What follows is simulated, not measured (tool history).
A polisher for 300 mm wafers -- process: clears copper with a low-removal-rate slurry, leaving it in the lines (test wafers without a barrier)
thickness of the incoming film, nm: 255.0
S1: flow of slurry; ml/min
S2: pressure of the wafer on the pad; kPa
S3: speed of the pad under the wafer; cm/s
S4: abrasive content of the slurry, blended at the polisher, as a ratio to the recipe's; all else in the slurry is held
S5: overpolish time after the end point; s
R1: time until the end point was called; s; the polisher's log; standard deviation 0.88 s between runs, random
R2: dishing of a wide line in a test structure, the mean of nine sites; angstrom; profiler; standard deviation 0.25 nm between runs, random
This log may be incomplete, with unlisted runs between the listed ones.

{"run": 1, "day": 0.0, "S1": 180, "S2": 22.8, "S3": 84, "S4": 1.0, "S5": 15, "R1": 103.2, "R2": 190.33}
{"run": 2, "day": 0.304, "S1": 180, "S2": 22.8, "S3": 70, "S4": 1.0, "S5": 15, "R1": 122.12, "R2": 175.95}
{"run": 3, "day": 0.588, "S1": 180, "S2": 17.9, "S3": 70, "S4": 1.0, "S5": 15, "R1": 153.19, "R2": 145.01}
{"run": 4, "day": 0.962, "S1": 150, "S2": 17.9, "S3": 70, "S4": 1.0, "S5": 15, "R1": 159.93, "R2": 145.53}
{"run": 5, "day": 1.083, "S1": 175, "S2": 21.4, "S3": 72, "S4": 1.0, "S5": 12, "R1": 127.75, "R2": 138.56}
{"run": 6, "day": 1.304, "S1": 175, "S2": 26.2, "S3": 72, "S4": 1.0, "S5": 12, "R1": 102.39, "R2": 161.03}
{"run": 7, "day": 1.592, "S1": 190, "S2": 26.9, "S3": 72, "S4": 1.0, "S5": 11, "R1": 100.06, "R2": 158.58}

The next listed run, before its measurement:
{"run": 8, "day": 1.962, "S1": 190, "S2": 27.6, "S3": 72, "S4": 1.0, "S5": 10, "R1": "?", "R2": "?"}

Run 8 measured R1 97.047 s, R2 149.95 angstrom.
